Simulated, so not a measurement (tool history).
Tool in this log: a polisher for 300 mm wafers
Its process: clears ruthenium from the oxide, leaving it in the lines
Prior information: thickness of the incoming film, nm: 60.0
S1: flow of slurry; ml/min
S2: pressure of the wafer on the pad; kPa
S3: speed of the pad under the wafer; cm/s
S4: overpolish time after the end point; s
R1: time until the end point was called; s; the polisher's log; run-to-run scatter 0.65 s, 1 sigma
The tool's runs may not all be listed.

run    day   S1    S2   S3  S4      R1
  1  0.000  190  11.0   92   6  71.720
  2  0.246  190  12.4   94   6  63.107
  3  0.508  190  13.8   98   6  56.032
  4  0.725  220  13.8   98   6  53.617
  5  1.088  220  15.9   98   6  47.454
  6  1.392  220  16.5  102   6  45.441
  7  1.467  225  17.2  106   6  41.261

Run 8 comes next. What will it give?
  8  1.546  225  17.2  108   6   ?

{"run 8": {"R1": 41.915}}

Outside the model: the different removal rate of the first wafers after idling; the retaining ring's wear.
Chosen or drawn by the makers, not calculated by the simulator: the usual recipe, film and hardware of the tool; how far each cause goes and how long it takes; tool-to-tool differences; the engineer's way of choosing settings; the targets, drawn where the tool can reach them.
